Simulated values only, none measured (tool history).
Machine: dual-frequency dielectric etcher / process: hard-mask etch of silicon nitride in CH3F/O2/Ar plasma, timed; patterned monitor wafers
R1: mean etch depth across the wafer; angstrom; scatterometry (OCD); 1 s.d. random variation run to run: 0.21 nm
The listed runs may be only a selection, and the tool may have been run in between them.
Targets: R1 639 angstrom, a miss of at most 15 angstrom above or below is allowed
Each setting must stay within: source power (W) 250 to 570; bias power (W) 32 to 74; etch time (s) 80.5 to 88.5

run 1 hour=0 | source_power_(W)=410 bias_power_(W)=53 etch_time_(s)=88.5 | R1=557.45
run 2 hour=3.4 | source_power_(W)=410 bias_power_(W)=53 etch_time_(s)=88.5 | R1=555.78
run 3 hour=5.6 | source_power_(W)=350 bias_power_(W)=53 etch_time_(s)=88.5 | R1=521.35
run 4 hour=10.9 | source_power_(W)=290 bias_power_(W)=53 etch_time_(s)=88.5 | R1=481.28
run 5 hour=13.1 | source_power_(W)=340 bias_power_(W)=55 etch_time_(s)=88.5 | R1=521.82
run 6 hour=16.1 | source_power_(W)=340 bias_power_(W)=55 etch_time_(s)=80.5 | R1=475.77
run 7 hour=20.8 | source_power_(W)=390 bias_power_(W)=57 etch_time_(s)=81.5 | R1=516.31
run 8 hour=21.5 | source_power_(W)=430 bias_power_(W)=59 etch_time_(s)=82 | R1=550.44
run 9 hour=29.4 | source_power_(W)=460 bias_power_(W)=60 etch_time_(s)=82.5 | R1=568.45
run 10 hour=35.5 | source_power_(W)=540 bias_power_(W)=68 etch_time_(s)=85 | R1=659.93

Which one of the following 5 next-run settings gets every result inside its allowed miss? There is exactly one.
run A hour=41.6 | source_power_(W)=510 bias_power_(W)=70 etch_time_(s)=80.5 | R1=?
run B hour=41.6 | source_power_(W)=470 bias_power_(W)=66 etch_time_(s)=83 | R1=?
run C hour=41.6 | source_power_(W)=530 bias_power_(W)=67 etch_time_(s)=84.5 | R1=?
run D hour=41.6 | source_power_(W)=570 bias_power_(W)=74 etch_time_(s)=85.5 | R1=?
run E hour=41.6 | source_power_(W)=570 bias_power_(W)=63 etch_time_(s)=88.5 | R1=?

move=A R1=615.12
move=B R1=600.28
move=C R1=645.4
move=D R1=697.56
move=E R1=680.95
A: pushes the last run's worst result past its target
B: pushes the last run's worst result past its target
C: every result lands within tolerance
D: lands further from the targets than the last run did
E: lands further from the targets than the last run did
The move that meets every target is C.
